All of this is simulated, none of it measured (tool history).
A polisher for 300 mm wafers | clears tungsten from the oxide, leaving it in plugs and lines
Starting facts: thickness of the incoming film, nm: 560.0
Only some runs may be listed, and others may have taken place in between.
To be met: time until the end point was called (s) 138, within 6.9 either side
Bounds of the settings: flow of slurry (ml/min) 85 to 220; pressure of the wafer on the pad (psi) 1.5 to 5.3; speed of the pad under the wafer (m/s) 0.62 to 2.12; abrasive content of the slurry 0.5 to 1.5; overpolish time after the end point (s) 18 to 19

| run | hour | flow of slurry (ml/min) | pressure of the wafer on the pad (psi) | speed of the pad under the wafer (m/s) | abrasive content of the slurry | overpolish time after the end point (s) | time until the end point was called (s) |
|---|---|---|---|---|---|---|---|
| 1 | 0 | 140 | 3.4 | 1.36 | 1 | 18 | 86.876 |
| 2 | 0.6 | 170 | 3.4 | 1.36 | 1 | 18 | 83.256 |
| 3 | 1.5 | 170 | 3.2 | 1.36 | 1 | 18 | 90.17 |
| 4 | 6.7 | 170 | 3.2 | 1.36 | 1.15 | 18 | 87.205 |
| 5 | 14.2 | 170 | 3.2 | 1.36 | 1.15 | 19 | 87.046 |
| 6 | 19.4 | 170 | 3 | 1.36 | 1.15 | 19 | 93.473 |
| 7 | 20.1 | 170 | 2.8 | 1.36 | 1.15 | 19 | 98.143 |
| 8 | 23.9 | 170 | 2.8 | 1.36 | 1.15 | 19 | 97.542 |
| 9 | 26.9 | 170 | 2.6 | 1.36 | 1.15 | 19 | 105.02 |
| 10 | 33.2 | 170 | 2.5 | 1.36 | 1.15 | 19 | 110.84 |
| 11 | 41.8 | 170 | 2.4 | 1.36 | 1.15 | 19 | 114.94 |
| 12 | 44.5 | 170 | 2.4 | 1.36 | 1.15 | 19 | 108.88 |
| 13 | 47.7 | 170 | 2.3 | 1.36 | 1.15 | 19 | 121.7 |
| 14 | 54.3 | 165 | 2.1 | 1.36 | 1.15 | 19 | 125.96 |

Consider the 4 candidate settings below. Which is the only one whose results all fall within their allowed miss of target?
| A | 60.9 | 185 | 1.9 | 1.32 | 1.4 | 19 | ? |
| B | 60.9 | 145 | 2.5 | 1.48 | 1.15 | 18 | ? |
| C | 60.9 | 140 | 2.4 | 1.04 | 1.2 | 19 | ? |
| D | 60.9 | 175 | 2.2 | 1.38 | 1.3 | 18 | ? |

| move | time until the end point was called (s) |
|---|---|
| A | 134.36 |
| B | 102.26 |
| C | 148.57 |
| D | 115.72 |
A: all results in spec
B: its largest miss is bigger than the last run's
C: the result that was furthest off in the last run now lies on the other side of its target
D: its largest miss is bigger than the last run's
The move that meets every target is A.
